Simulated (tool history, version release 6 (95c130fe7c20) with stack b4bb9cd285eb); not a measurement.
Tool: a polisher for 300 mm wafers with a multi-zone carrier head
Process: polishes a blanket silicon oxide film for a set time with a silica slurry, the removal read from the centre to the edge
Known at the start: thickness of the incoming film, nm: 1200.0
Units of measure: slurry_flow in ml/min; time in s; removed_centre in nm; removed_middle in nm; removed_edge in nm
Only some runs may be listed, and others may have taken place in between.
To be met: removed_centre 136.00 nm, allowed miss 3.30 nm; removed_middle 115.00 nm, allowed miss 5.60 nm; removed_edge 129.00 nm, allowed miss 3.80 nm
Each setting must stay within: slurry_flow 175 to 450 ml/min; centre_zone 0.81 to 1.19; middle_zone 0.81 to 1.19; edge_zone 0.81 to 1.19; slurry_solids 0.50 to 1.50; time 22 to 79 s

run,day,slurry_flow,centre_zone,middle_zone,edge_zone,slurry_solids,time,removed_centre,removed_middle,removed_edge
1,0.000,290,1.00,1.00,1.00,1.00,50,118.29,118.05,115.99
2,0.179,290,1.00,1.00,1.00,0.80,50,109.17,109.92,107.09
3,0.317,340,1.00,1.00,1.00,0.80,50,110.88,110.87,109.17
4,0.546,340,1.00,1.00,1.00,0.95,50,118.05,116.92,116.31
5,0.588,380,1.00,1.00,1.00,0.95,50,116.78,119.08,117.66
6,0.683,385,1.02,0.99,1.02,0.95,50,121.37,118.56,117.31
7,1.038,385,1.02,0.96,1.04,1.00,50,122.91,114.54,120.01
8,1.183,390,1.03,0.96,1.06,1.00,50,122.06,114.73,121.32

Below are 4 possible settings for the next run. Only one of them brings all results inside the allowed miss of their targets. Which is it?
A,1.329,395,1.00,0.96,1.09,1.00,57,?,?,?
B,1.329,390,1.06,0.89,1.05,1.00,53,?,?,?
C,1.329,405,1.12,1.03,1.10,1.20,49,?,?,?
D,1.329,385,1.03,0.90,0.97,1.20,56,?,?,?

move,removed_centre,removed_middle,removed_edge
A,136.21,133.62,141.63
B,134.11,116.51,129.52
C,139.42,129.31,129.62
D,145.77,131.61,139.96
A: brings the result that was furthest off to its target, and leaves another outside
B: all results in spec
C: moves the result that the last run missed by most past its target, out the other side
D: moves the result that the last run missed by most past its target, out the other side
So the answer is move B, the one that meets all the targets.

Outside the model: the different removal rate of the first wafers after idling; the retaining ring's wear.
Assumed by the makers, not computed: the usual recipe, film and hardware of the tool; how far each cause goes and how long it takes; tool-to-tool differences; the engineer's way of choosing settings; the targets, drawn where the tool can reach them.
